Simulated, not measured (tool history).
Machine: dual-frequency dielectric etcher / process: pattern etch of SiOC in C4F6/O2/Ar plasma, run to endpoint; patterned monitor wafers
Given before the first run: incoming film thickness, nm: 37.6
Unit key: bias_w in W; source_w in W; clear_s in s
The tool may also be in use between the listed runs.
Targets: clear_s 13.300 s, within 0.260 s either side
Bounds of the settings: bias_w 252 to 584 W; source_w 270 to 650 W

| run | hour | bias_w | source_w | clear_s |
|---|---|---|---|---|
| 1 | 0.0 | 418 | 460 | 12.090 |
| 2 | 6.1 | 418 | 540 | 11.613 |
| 3 | 12.8 | 396 | 530 | 11.697 |
| 4 | 15.5 | 378 | 510 | 11.991 |
| 5 | 23.5 | 449 | 510 | 11.594 |
| 6 | 27.5 | 427 | 490 | 11.825 |
| 7 | 35.8 | 407 | 480 | 11.944 |
| 8 | 38.2 | 388 | 460 | 12.246 |
| 9 | 43.7 | 373 | 450 | 12.417 |
| 10 | 44.3 | 360 | 440 | 12.611 |

5 candidate next runs follow, results not yet known. Just one meets every target within its allowed miss. Identify it.
| A | 44.9 | 482 | 470 | ? |
| B | 44.9 | 395 | 510 | ? |
| C | 44.9 | 435 | 520 | ? |
| D | 44.9 | 329 | 380 | ? |
| E | 44.9 | 405 | 530 | ? |

| move | clear_s |
|---|---|
| A | 11.655 |
| B | 11.815 |
| C | 11.543 |
| D | 13.251 |
| E | 11.629 |
A: further off than the last run
B: further off than the last run
C: further off than the last run
D: every result lands within tolerance
E: further off than the last run
Answer: D
